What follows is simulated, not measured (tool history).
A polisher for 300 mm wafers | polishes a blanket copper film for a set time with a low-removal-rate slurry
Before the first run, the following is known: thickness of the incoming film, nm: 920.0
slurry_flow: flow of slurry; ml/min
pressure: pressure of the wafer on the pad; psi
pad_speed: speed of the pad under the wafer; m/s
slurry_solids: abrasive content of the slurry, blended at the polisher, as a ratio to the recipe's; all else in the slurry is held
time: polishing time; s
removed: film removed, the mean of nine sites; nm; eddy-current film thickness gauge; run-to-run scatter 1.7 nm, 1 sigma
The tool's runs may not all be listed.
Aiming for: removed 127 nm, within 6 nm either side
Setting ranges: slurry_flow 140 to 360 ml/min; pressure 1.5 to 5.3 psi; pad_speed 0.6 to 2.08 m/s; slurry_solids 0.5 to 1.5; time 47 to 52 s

| run | day | slurry_flow | pressure | pad_speed | slurry_solids | time | removed |
|---|---|---|---|---|---|---|---|
| 1 | 0 | 230 | 3.4 | 1.34 | 1 | 52 | 200.58 |
| 2 | 0.371 | 230 | 3 | 1.32 | 1 | 52 | 175.03 |
| 3 | 0.638 | 230 | 2.7 | 1.32 | 1 | 52 | 163.41 |
| 4 | 0.833 | 230 | 2.3 | 1.32 | 1 | 52 | 142.71 |
| 5 | 1.212 | 230 | 2.3 | 1 | 1 | 52 | 111.95 |
| 6 | 1.55 | 210 | 2.3 | 1 | 1 | 52 | 108.45 |
| 7 | 1.696 | 220 | 2.4 | 1 | 1 | 52 | 112.72 |
| 8 | 1.996 | 225 | 2.5 | 1 | 1 | 52 | 117.23 |

Below are 5 possible settings for the next run. Only one of them brings all results inside the allowed miss of their targets. Which is it?
| A | 2.296 | 255 | 2.3 | 0.98 | 0.95 | 50 | ? |
| B | 2.296 | 175 | 2.2 | 1.4 | 0.95 | 52 | ? |
| C | 2.296 | 230 | 2.8 | 0.98 | 1.1 | 51 | ? |
| D | 2.296 | 200 | 2.5 | 1.22 | 1.1 | 52 | ? |
| E | 2.296 | 265 | 2.6 | 1.16 | 1.05 | 52 | ? |

| move | removed |
|---|---|
| A | 102.37 |
| B | 139.63 |
| C | 127.32 |
| D | 144.01 |
| E | 143.36 |
A: the biggest miss grows against the last run
B: takes the biggest miss from the last run beyond its target
C: all results in spec
D: takes the biggest miss from the last run beyond its target
E: takes the biggest miss from the last run beyond its target
Go with C: it meets all targets.
